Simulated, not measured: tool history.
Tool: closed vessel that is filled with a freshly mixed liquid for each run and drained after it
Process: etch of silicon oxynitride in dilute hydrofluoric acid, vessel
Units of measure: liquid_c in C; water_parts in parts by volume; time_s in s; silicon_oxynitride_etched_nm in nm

run	hour	liquid_c	water_parts	time_s	silicon_oxynitride_etched_nm
1	0	26	160	1345	21.725
2	8.3	24	160	1345	19.875
3	13.1	21.5	160	1345	17.868
4	13.8	21.5	160	1345	17.644
5	19.5	21.5	140	1345	20.558
6	20.9	21.5	140	1440	22.097
7	24.2	18	180	1440	14.169

Run 8 is up next; what results do you expect?
8	30.2	18.5	180	1440	?

silicon_oxynitride_etched_nm: 14.419 nm
